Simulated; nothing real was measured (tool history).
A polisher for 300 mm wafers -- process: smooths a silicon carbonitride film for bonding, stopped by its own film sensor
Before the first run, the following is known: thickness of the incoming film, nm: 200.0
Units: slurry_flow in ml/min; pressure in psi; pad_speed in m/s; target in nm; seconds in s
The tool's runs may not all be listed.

| run | day | slurry_flow | pressure | pad_speed | slurry_solids | target | seconds |
|---|---|---|---|---|---|---|---|
| 1 | 0.000 | 230 | 2.7 | 0.94 | 1.0 | 180 | 57.865 |
| 2 | 0.242 | 235 | 3.1 | 0.94 | 1.0 | 180 | 49.900 |
| 3 | 0.442 | 270 | 3.1 | 0.94 | 1.0 | 180 | 49.376 |
| 4 | 0.533 | 270 | 3.4 | 0.94 | 1.0 | 180 | 45.094 |
| 5 | 0.750 | 270 | 3.6 | 0.94 | 1.0 | 180 | 42.777 |
| 6 | 0.804 | 270 | 3.6 | 0.94 | 1.0 | 180 | 43.573 |
| 7 | 0.879 | 270 | 3.8 | 0.96 | 1.0 | 180 | 40.601 |
| 8 | 1.142 | 270 | 3.8 | 0.96 | 1.0 | 180 | 40.549 |

Run 9, settings as shown, results not yet in. Your forecast:
| 9 | 1.296 | 275 | 3.9 | 0.96 | 1.0 | 180 | ? |

Run 9 produced seconds 39.042 s.
